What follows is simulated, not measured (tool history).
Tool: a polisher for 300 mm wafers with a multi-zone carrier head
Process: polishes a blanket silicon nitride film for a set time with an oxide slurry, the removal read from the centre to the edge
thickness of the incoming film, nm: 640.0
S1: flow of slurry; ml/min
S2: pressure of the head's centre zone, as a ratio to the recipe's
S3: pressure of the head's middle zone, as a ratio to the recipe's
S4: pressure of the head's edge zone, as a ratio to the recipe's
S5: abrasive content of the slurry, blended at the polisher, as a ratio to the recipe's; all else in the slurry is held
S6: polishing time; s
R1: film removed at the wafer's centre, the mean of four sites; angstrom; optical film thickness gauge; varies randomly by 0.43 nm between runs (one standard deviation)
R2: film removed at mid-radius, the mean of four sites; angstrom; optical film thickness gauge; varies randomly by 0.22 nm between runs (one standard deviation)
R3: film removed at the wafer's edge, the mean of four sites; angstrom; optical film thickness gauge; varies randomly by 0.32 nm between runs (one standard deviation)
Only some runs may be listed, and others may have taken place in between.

run 1 hour=0.0 | S1=145 S2=1.00 S3=1.00 S4=1.00 S5=1.00 S6=64 | R1=413.13 R2=412.12 R3=422.94
run 2 hour=6.9 | S1=150 S2=1.01 S3=1.02 S4=0.97 S5=0.90 S6=61 | R1=383.54 R2=378.06 R3=365.75
run 3 hour=13.5 | S1=150 S2=0.97 S3=1.02 S4=0.97 S5=0.90 S6=61 | R1=366.32 R2=380.68 R3=354.74
run 4 hour=22.4 | S1=150 S2=0.97 S3=1.02 S4=1.01 S5=0.90 S6=61 | R1=372.66 R2=385.90 R3=380.76
run 5 hour=28.3 | S1=170 S2=0.97 S3=1.02 S4=1.01 S5=0.90 S6=61 | R1=376.72 R2=391.00 R3=378.99
run 6 hour=32.6 | S1=175 S2=0.96 S3=1.01 S4=0.98 S5=0.85 S6=61 | R1=362.58 R2=381.51 R3=366.99
run 7 hour=34.1 | S1=155 S2=1.06 S3=1.11 S4=0.88 S5=0.60 S6=49 | R1=234.23 R2=241.73 R3=202.88
run 8 hour=35.1 | S1=195 S2=1.11 S3=1.18 S4=0.97 S5=0.70 S6=49 | R1=286.42 R2=303.52 R3=254.43
run 9 hour=40.8 | S1=195 S2=1.12 S3=1.18 S4=0.96 S5=0.70 S6=49 | R1=286.31 R2=300.36 R3=254.50
run 10 hour=48.7 | S1=195 S2=1.12 S3=1.18 S4=0.96 S5=0.70 S6=49 | R1=279.27 R2=301.76 R3=250.84

Run 11 is up next; what results do you expect?
run 11 hour=51.9 | S1=195 S2=1.13 S3=1.18 S4=0.95 S5=0.70 S6=49 | R1=? R2=? R3=?

{"run 11": {"R1": 292.86, "R2": 299.12, "R3": 255.65}}

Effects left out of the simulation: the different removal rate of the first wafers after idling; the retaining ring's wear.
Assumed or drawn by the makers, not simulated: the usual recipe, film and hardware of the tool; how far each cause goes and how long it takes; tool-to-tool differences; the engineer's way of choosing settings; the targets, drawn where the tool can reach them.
